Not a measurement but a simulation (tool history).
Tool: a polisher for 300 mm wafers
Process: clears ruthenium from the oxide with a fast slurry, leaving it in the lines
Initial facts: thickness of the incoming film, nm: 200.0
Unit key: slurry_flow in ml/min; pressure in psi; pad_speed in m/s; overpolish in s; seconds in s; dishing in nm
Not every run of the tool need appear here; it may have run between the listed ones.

run 1 hour=0 | slurry_flow=225 pressure=3.1 pad_speed=0.94 slurry_solids=1 overpolish=28 | seconds=40.773 dishing=83.692
run 2 hour=4.3 | slurry_flow=225 pressure=3.1 pad_speed=0.94 slurry_solids=1 overpolish=31 | seconds=39.911 dishing=92.081
run 3 hour=9.5 | slurry_flow=225 pressure=3.1 pad_speed=0.94 slurry_solids=1 overpolish=33 | seconds=39.487 dishing=93.61
run 4 hour=17.7 | slurry_flow=225 pressure=3 pad_speed=0.94 slurry_solids=1 overpolish=35 | seconds=41.708 dishing=95.532
run 5 hour=18.7 | slurry_flow=225 pressure=3 pad_speed=0.94 slurry_solids=1 overpolish=30 | seconds=41.724 dishing=88.285
run 6 hour=24.5 | slurry_flow=225 pressure=3 pad_speed=0.94 slurry_solids=1 overpolish=33 | seconds=41.951 dishing=90.793
run 7 hour=26.6 | slurry_flow=225 pressure=3 pad_speed=0.94 slurry_solids=1 overpolish=35 | seconds=41.865 dishing=93.85
run 8 hour=30.5 | slurry_flow=225 pressure=3 pad_speed=0.94 slurry_solids=1 overpolish=37 | seconds=42.024 dishing=102.77
run 9 hour=38.9 | slurry_flow=225 pressure=3 pad_speed=0.94 slurry_solids=1 overpolish=38 | seconds=42.771 dishing=105.32

For run 10, what comes out?
run 10 hour=46.3 | slurry_flow=225 pressure=3 pad_speed=0.94 slurry_solids=1 overpolish=39 | seconds=? dishing=?

seconds: 42.276 s
dishing: 101.28 nm

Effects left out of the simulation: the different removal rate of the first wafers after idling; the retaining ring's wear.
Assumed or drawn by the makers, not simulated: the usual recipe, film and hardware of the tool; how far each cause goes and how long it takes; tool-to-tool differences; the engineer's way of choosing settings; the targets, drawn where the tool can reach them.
